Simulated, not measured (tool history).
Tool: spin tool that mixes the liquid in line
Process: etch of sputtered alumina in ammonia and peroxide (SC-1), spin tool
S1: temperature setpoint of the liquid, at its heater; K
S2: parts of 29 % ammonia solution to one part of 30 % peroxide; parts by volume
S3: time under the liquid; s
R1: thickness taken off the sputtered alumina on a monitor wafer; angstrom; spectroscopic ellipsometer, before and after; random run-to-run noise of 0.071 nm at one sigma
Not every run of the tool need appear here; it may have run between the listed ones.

{"run": 1, "day": 0.0, "S1": 331.15, "S2": 0.7, "S3": 300, "R1": 268.37}
{"run": 2, "day": 0.275, "S1": 325.65, "S2": 0.7, "S3": 300, "R1": 198.88}
{"run": 3, "day": 0.588, "S1": 325.65, "S2": 0.55, "S3": 300, "R1": 194.98}
{"run": 4, "day": 0.867, "S1": 323.65, "S2": 0.55, "S3": 300, "R1": 176.64}
{"run": 5, "day": 0.967, "S1": 323.65, "S2": 0.7, "S3": 300, "R1": 178.4}
{"run": 6, "day": 1.15, "S1": 323.65, "S2": 0.5, "S3": 300, "R1": 174.37}
{"run": 7, "day": 1.2, "S1": 322.15, "S2": 0.5, "S3": 300, "R1": 159.82}
{"run": 8, "day": 1.242, "S1": 321.15, "S2": 0.5, "S3": 300, "R1": 151.08}
{"run": 9, "day": 1.358, "S1": 318.15, "S2": 0.5, "S3": 300, "R1": 128.62}

Run 10, settings as shown, results not yet in. Your forecast:
{"run": 10, "day": 1.412, "S1": 318.15, "S2": 0.5, "S3": 300, "R1": "?"}

R1: 128.98 angstrom
